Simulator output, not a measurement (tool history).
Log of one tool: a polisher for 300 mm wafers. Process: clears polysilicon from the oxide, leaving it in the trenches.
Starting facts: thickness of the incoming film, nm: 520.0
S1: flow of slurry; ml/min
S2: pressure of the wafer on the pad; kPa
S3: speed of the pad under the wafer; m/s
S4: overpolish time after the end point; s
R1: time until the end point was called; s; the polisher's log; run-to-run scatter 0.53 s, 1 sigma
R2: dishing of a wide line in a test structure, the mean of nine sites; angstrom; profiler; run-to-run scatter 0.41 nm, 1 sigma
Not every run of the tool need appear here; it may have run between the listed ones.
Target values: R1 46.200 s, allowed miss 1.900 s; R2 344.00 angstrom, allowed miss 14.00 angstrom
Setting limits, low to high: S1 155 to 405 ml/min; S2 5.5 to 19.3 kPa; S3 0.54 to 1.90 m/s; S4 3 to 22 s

run  hour   S1    S2    S3  S4      R1      R2
  1   0.0  260  12.4  1.22  11  43.230  435.03
  2   2.5  260  12.4  1.22  10  43.339  436.63
  3   3.7  260  11.0  1.22  10  48.524  426.95
  4   4.9  260   9.7  1.22  10  55.942  403.30
  5   6.1  260   9.7  1.22  14  54.069  432.80
  6   6.9  260   9.7  1.24  12  53.716  423.07
  7  11.5  265   9.7  1.24  10  52.779  409.55
  8  17.5  290   9.0  1.26   9  57.510  378.18
  9  22.6  300   9.7  1.26   8  53.199  365.81
 10  26.9  305   9.7  1.26   8  52.502  371.36
 11  31.9  315   9.7  1.26   8  52.235  377.83
 12  40.5  320   9.7  1.26   7  53.016  353.53
 13  43.2  325  11.7  1.28   5  42.657  321.33
 14  49.3  320  11.7  1.28   5  42.364  331.82
 15  56.7  315  11.7  1.28   5  42.444  325.50

Below are 5 possible settings for the next run. Only one of them brings all results inside the allowed miss of their targets. Which is it?
  A  64.1  320  11.7  1.16   7   ?   ?
  B  64.1  265  10.3  1.40   8   ?   ?
  C  64.1  265   9.0  1.40   7   ?   ?
  D  64.1  250  13.1  1.22   7   ?   ?
  E  64.1  355   9.7  1.42   6   ?   ?

move      R1      R2
   A  46.963  370.67
   B  45.952  395.60
   C  52.731  350.91
   D  41.431  390.96
   E  47.190  343.37
A: the furthest-off result lands on target, but another misses its tolerance
B: the furthest-off result lands on target, but another misses its tolerance
C: pushes the last run's worst result past its target
D: moves away from the targets compared with the last run
E: every result within its allowed miss
Go with E: it meets all targets.

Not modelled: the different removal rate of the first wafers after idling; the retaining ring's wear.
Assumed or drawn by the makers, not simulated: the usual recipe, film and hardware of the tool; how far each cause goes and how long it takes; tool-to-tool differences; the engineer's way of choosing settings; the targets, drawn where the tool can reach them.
